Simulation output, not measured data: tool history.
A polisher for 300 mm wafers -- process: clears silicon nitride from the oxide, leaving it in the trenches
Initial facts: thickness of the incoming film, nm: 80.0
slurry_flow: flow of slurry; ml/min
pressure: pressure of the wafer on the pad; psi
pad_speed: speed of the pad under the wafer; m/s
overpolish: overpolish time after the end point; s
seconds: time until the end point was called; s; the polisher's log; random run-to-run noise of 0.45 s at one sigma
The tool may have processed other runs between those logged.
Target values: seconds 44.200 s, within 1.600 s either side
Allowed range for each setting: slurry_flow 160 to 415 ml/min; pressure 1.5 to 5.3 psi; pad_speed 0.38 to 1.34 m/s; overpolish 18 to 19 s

| run | hour | slurry_flow | pressure | pad_speed | overpolish | seconds |
|---|---|---|---|---|---|---|
| 1 | 0.0 | 265 | 3.4 | 0.86 | 18 | 74.036 |
| 2 | 3.8 | 265 | 3.4 | 0.72 | 18 | 85.602 |
| 3 | 8.9 | 265 | 3.4 | 0.92 | 18 | 69.472 |
| 4 | 16.3 | 265 | 3.9 | 0.92 | 18 | 60.917 |
| 5 | 21.9 | 265 | 4.6 | 0.92 | 18 | 51.141 |
| 6 | 22.5 | 265 | 4.8 | 0.92 | 18 | 50.075 |
| 7 | 27.9 | 265 | 5.0 | 0.92 | 18 | 49.178 |
| 8 | 29.5 | 265 | 5.1 | 0.94 | 18 | 46.366 |

5 candidate next runs follow, results not yet known. Just one meets every target within its allowed miss. Identify it.
| A | 31.1 | 240 | 4.8 | 0.96 | 18 | ? |
| B | 31.1 | 160 | 5.2 | 0.98 | 19 | ? |
| C | 31.1 | 235 | 5.3 | 1.04 | 19 | ? |
| D | 31.1 | 280 | 4.9 | 1.02 | 18 | ? |
| E | 31.1 | 270 | 4.8 | 0.96 | 18 | ? |

| move | seconds |
|---|---|
| A | 48.563 |
| B | 47.112 |
| C | 41.026 |
| D | 44.116 |
| E | 47.901 |
A: misses by more than the last run did
B: misses by more than the last run did
C: takes the biggest miss from the last run beyond its target
D: each result inside its tolerance
E: misses by more than the last run did
The move that meets every target is D.
